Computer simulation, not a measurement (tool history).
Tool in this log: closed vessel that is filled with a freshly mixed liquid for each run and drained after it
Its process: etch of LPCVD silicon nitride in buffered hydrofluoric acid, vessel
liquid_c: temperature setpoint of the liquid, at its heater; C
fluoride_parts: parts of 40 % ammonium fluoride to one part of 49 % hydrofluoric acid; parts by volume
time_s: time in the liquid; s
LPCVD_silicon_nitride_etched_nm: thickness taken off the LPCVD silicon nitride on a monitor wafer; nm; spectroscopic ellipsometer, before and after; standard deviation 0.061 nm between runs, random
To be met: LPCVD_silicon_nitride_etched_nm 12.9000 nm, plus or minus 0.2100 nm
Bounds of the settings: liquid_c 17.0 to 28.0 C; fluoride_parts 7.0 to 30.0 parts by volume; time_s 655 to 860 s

| run | hour | liquid_c | fluoride_parts | time_s | LPCVD_silicon_nitride_etched_nm |
|---|---|---|---|---|---|
| 1 | 0.0 | 20.0 | 20.0 | 860 | 6.4805 |
| 2 | 7.6 | 20.0 | 22.5 | 860 | 5.9763 |
| 3 | 11.3 | 22.5 | 22.5 | 860 | 6.8292 |
| 4 | 17.2 | 23.5 | 21.0 | 860 | 7.5757 |
| 5 | 23.4 | 24.5 | 19.5 | 860 | 8.4610 |
|  | 28.9 | thermometer replaced |
| 6 | 28.9 | 21.0 | 19.5 | 860 | 6.1796 |
| 7 | 30.5 | 22.5 | 21.5 | 860 | 6.2443 |
| 8 | 36.5 | 23.5 | 20.0 | 860 | 6.8925 |
| 9 | 39.4 | 24.5 | 17.5 | 860 | 8.3072 |
| 10 | 40.9 | 25.0 | 15.5 | 860 | 9.6565 |
| 11 | 44.6 | 25.5 | 15.0 | 860 | 10.1700 |
| 12 | 48.6 | 26.0 | 14.5 | 860 | 10.7820 |
| 13 | 56.8 | 28.0 | 13.0 | 860 | 13.3770 |

Exactly one of the 4 candidate moves below puts every result within its allowed miss. Which one?
| A | 65.0 | 25.5 | 12.0 | 835 | ? |
| B | 65.0 | 28.0 | 14.0 | 860 | ? |
| C | 65.0 | 28.0 | 12.5 | 840 | ? |
| D | 65.0 | 27.5 | 13.0 | 845 | ? |

| move | LPCVD_silicon_nitride_etched_nm |
|---|---|
| A | 12.4100 |
| B | 12.5680 |
| C | 13.7160 |
| D | 12.9290 |
A: pushes the last run's worst result past its target
B: pushes the last run's worst result past its target
C: misses by more than the last run did
D: all results in spec
Correct choice: D, which meets every target

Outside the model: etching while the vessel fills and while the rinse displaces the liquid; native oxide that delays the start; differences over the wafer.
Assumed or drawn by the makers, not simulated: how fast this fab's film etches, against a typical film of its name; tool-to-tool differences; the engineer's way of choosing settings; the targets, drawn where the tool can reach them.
